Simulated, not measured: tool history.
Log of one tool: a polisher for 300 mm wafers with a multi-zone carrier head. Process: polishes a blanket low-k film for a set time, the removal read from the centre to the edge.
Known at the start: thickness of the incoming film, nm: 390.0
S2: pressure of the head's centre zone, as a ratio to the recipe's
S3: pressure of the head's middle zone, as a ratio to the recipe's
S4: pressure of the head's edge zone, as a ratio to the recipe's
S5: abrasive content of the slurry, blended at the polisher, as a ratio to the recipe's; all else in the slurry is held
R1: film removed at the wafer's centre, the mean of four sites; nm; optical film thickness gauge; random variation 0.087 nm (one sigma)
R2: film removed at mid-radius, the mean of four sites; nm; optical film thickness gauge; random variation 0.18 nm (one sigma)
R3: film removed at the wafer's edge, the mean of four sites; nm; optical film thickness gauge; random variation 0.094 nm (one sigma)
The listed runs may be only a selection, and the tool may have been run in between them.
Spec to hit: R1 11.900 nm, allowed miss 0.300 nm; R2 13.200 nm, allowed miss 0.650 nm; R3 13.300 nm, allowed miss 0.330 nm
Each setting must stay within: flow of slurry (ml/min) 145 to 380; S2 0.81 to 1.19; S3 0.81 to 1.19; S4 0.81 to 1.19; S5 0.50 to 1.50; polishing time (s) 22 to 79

{"run": 1, "hour": 0.0, "flow of slurry (ml/min)": 245, "S2": 1.0, "S3": 1.0, "S4": 1.0, "S5": 1.0, "polishing time (s)": 50, "R1": 26.162, "R2": 26.556, "R3": 26.547}
{"run": 2, "hour": 2.4, "flow of slurry (ml/min)": 235, "S2": 0.95, "S3": 0.97, "S4": 0.96, "S5": 0.85, "polishing time (s)": 44, "R1": 20.305, "R2": 21.15, "R3": 21.249}
{"run": 3, "hour": 4.0, "flow of slurry (ml/min)": 225, "S2": 0.91, "S3": 0.95, "S4": 0.92, "S5": 0.75, "polishing time (s)": 41, "R1": 16.974, "R2": 17.995, "R3": 18.237}
{"run": 4, "hour": 8.3, "flow of slurry (ml/min)": 215, "S2": 0.89, "S3": 0.94, "S4": 0.89, "S5": 0.65, "polishing time (s)": 39, "R1": 14.91, "R2": 16.163, "R3": 15.832}
{"run": 5, "hour": 9.3, "flow of slurry (ml/min)": 215, "S2": 0.89, "S3": 0.94, "S4": 0.89, "S5": 0.65, "polishing time (s)": 34, "R1": 12.879, "R2": 14.326, "R3": 13.922}
{"run": 6, "hour": 14.5, "flow of slurry (ml/min)": 215, "S2": 0.89, "S3": 0.94, "S4": 0.89, "S5": 0.65, "polishing time (s)": 39, "R1": 14.615, "R2": 15.934, "R3": 16.179}
{"run": 7, "hour": 21.5, "flow of slurry (ml/min)": 215, "S2": 0.88, "S3": 0.93, "S4": 0.87, "S5": 0.6, "polishing time (s)": 38, "R1": 13.686, "R2": 14.646, "R3": 14.97}
{"run": 8, "hour": 22.4, "flow of slurry (ml/min)": 205, "S2": 0.87, "S3": 0.93, "S4": 0.85, "S5": 0.55, "polishing time (s)": 38, "R1": 12.928, "R2": 14.067, "R3": 14.099}
{"run": 9, "hour": 29.3, "flow of slurry (ml/min)": 195, "S2": 0.86, "S3": 0.93, "S4": 0.84, "S5": 0.55, "polishing time (s)": 38, "R1": 12.754, "R2": 14.182, "R3": 14.057}
{"run": 10, "hour": 38.3, "flow of slurry (ml/min)": 190, "S2": 0.85, "S3": 0.92, "S4": 0.83, "S5": 0.55, "polishing time (s)": 38, "R1": 12.394, "R2": 13.753, "R3": 14.147}
{"run": 11, "hour": 41.9, "flow of slurry (ml/min)": 190, "S2": 0.85, "S3": 0.92, "S4": 0.82, "S5": 0.55, "polishing time (s)": 38, "R1": 12.565, "R2": 14.035, "R3": 14.086}
{"run": 12, "hour": 47.7, "flow of slurry (ml/min)": 190, "S2": 0.85, "S3": 0.92, "S4": 0.82, "S5": 0.5, "polishing time (s)": 37, "R1": 11.573, "R2": 13.114, "R3": 13.019}

5 next moves are on the table. One of them brings every result within its allowed miss. Which?
{"run": "A", "hour": 53.5, "flow of slurry (ml/min)": 240, "S2": 0.81, "S3": 0.86, "S4": 0.85, "S5": 0.5, "polishing time (s)": 39, "R1": "?", "R2": "?", "R3": "?"}
{"run": "B", "hour": 53.5, "flow of slurry (ml/min)": 145, "S2": 0.86, "S3": 0.93, "S4": 0.82, "S5": 0.5, "polishing time (s)": 39, "R1": "?", "R2": "?", "R3": "?"}
{"run": "C", "hour": 53.5, "flow of slurry (ml/min)": 215, "S2": 0.81, "S3": 0.92, "S4": 0.82, "S5": 0.5, "polishing time (s)": 37, "R1": "?", "R2": "?", "R3": "?"}
{"run": "D", "hour": 53.5, "flow of slurry (ml/min)": 190, "S2": 0.91, "S3": 0.92, "S4": 0.83, "S5": 0.5, "polishing time (s)": 38, "R1": "?", "R2": "?", "R3": "?"}
{"run": "E", "hour": 53.5, "flow of slurry (ml/min)": 180, "S2": 0.89, "S3": 1.06, "S4": 0.81, "S5": 0.65, "polishing time (s)": 34, "R1": "?", "R2": "?", "R3": "?"}

move=A R1=11.931 R2=13.167 R3=14.043
move=B R1=11.933 R2=13.169 R3=13.292
move=C R1=11.188 R2=12.955 R3=13.022
move=D R1=12.739 R2=13.128 R3=13.310
move=E R1=12.530 R2=14.623 R3=13.259
A: brings the result that was furthest off to its target, and leaves another outside
B: every result within its allowed miss
C: its largest miss is bigger than the last run's
D: takes the biggest miss from the last run beyond its target
E: takes the biggest miss from the last run beyond its target
Move B is the one to make.
